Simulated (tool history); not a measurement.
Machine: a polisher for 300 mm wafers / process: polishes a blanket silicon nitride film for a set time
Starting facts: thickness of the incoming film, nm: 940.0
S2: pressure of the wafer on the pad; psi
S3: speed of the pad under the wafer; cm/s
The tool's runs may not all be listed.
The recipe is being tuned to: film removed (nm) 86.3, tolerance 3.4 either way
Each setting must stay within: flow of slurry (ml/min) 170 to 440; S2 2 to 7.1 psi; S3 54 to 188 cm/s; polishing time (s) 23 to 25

run 1 hour=0 | flow_of_slurry_(ml/min)=280 S2=4.5 S3=120 polishing_time_(s)=25 | film_removed_(nm)=51.081
run 2 hour=3.7 | flow_of_slurry_(ml/min)=280 S2=4.5 S3=102 polishing_time_(s)=25 | film_removed_(nm)=46.724
run 3 hour=4.6 | flow_of_slurry_(ml/min)=280 S2=4.5 S3=76 polishing_time_(s)=25 | film_removed_(nm)=37.387
run 4 hour=5.2 | flow_of_slurry_(ml/min)=280 S2=5 S3=82 polishing_time_(s)=25 | film_removed_(nm)=44.055
run 5 hour=11.8 | flow_of_slurry_(ml/min)=280 S2=5 S3=66 polishing_time_(s)=25 | film_removed_(nm)=37.762
run 6 hour=13.4 | flow_of_slurry_(ml/min)=280 S2=5 S3=66 polishing_time_(s)=23 | film_removed_(nm)=35.038
run 7 hour=19.5 | flow_of_slurry_(ml/min)=280 S2=5.4 S3=76 polishing_time_(s)=23 | film_removed_(nm)=41.152
run 8 hour=27.2 | flow_of_slurry_(ml/min)=280 S2=6.7 S3=110 polishing_time_(s)=24 | film_removed_(nm)=68.669
run 9 hour=31.3 | flow_of_slurry_(ml/min)=280 S2=6.8 S3=114 polishing_time_(s)=24 | film_removed_(nm)=71.382
run 10 hour=33.4 | flow_of_slurry_(ml/min)=280 S2=6.8 S3=114 polishing_time_(s)=24 | film_removed_(nm)=71.672
run 11 hour=40.8 | flow_of_slurry_(ml/min)=280 S2=6.9 S3=118 polishing_time_(s)=24 | film_removed_(nm)=72.246
run 12 hour=43.2 | flow_of_slurry_(ml/min)=280 S2=6.9 S3=122 polishing_time_(s)=24 | film_removed_(nm)=75.96
run 13 hour=47.8 | flow_of_slurry_(ml/min)=280 S2=6.9 S3=124 polishing_time_(s)=24 | film_removed_(nm)=77.585
run 14 hour=55 | flow_of_slurry_(ml/min)=280 S2=6.9 S3=126 polishing_time_(s)=24 | film_removed_(nm)=77.344
run 15 hour=62.9 | flow_of_slurry_(ml/min)=280 S2=6.9 S3=128 polishing_time_(s)=24 | film_removed_(nm)=78.533
run 16 hour=68.2 | flow_of_slurry_(ml/min)=280 S2=6.9 S3=130 polishing_time_(s)=24 | film_removed_(nm)=77.747
run 17 hour=68.9 | flow_of_slurry_(ml/min)=280 S2=6.9 S3=132 polishing_time_(s)=24 | film_removed_(nm)=79.849
run 18 hour=74.2 | flow_of_slurry_(ml/min)=280 S2=6.9 S3=134 polishing_time_(s)=24 | film_removed_(nm)=80.521
run 19 hour=83.1 | flow_of_slurry_(ml/min)=280 S2=6.9 S3=134 polishing_time_(s)=24 | film_removed_(nm)=80.626

Consider the 5 candidate settings below. Which is the only one whose results all fall within their allowed miss of target?
run A hour=92 | flow_of_slurry_(ml/min)=295 S2=6.9 S3=136 polishing_time_(s)=25 | film_removed_(nm)=?
run B hour=92 | flow_of_slurry_(ml/min)=270 S2=6.5 S3=126 polishing_time_(s)=25 | film_removed_(nm)=?
run C hour=92 | flow_of_slurry_(ml/min)=185 S2=6.5 S3=162 polishing_time_(s)=23 | film_removed_(nm)=?
run D hour=92 | flow_of_slurry_(ml/min)=280 S2=6.4 S3=146 polishing_time_(s)=23 | film_removed_(nm)=?
run E hour=92 | flow_of_slurry_(ml/min)=305 S2=6.9 S3=136 polishing_time_(s)=23 | film_removed_(nm)=?

move=A film_removed_(nm)=83.755
move=B film_removed_(nm)=74.242
move=C film_removed_(nm)=77.966
move=D film_removed_(nm)=74.899
move=E film_removed_(nm)=77.287
A: meets every target
B: lands further from the targets than the last run did
C: lands further from the targets than the last run did
D: lands further from the targets than the last run did
E: lands further from the targets than the last run did
The move that meets every target is A.
